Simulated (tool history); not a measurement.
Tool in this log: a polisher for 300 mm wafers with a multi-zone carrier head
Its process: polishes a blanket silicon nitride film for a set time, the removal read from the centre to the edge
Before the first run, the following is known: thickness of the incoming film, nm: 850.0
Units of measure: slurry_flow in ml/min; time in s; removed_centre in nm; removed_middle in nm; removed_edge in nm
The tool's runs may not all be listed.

run    day  slurry_flow  centre_zone  middle_zone  edge_zone  time  removed_centre  removed_middle  removed_edge
  1      0          305            1            1          1    32          89.709          84.714        89.572
  2  0.092          310         0.99         1.05       1.05    34          94.999          92.498        97.612
  3   0.45          315         0.98         1.09       1.07    35          95.249          98.882        97.751
  4  0.733          255         0.98         1.09       1.07    35          94.357          97.228        97.664
  5  1.092          255         1.03         1.09       1.07    35          99.182          96.937        98.052
  6  1.283          260         1.01          1.1        1.1    36          101.34           101.1        102.01
  7  1.583          260         1.01          1.1        1.1    36          101.01          101.14        103.16
  8  1.892          265            1         1.12       1.13    37          101.56          105.05        107.29
  9  2.046          270            1         1.13       1.14    37          101.12           106.4        106.55

What does the tool deliver on the next run?
 10  2.396          270            1         1.13       1.15    37               ?               ?             ?

Run 10 produced removed_centre 103.05 nm, removed_middle 106.27 nm, removed_edge 107.44 nm.

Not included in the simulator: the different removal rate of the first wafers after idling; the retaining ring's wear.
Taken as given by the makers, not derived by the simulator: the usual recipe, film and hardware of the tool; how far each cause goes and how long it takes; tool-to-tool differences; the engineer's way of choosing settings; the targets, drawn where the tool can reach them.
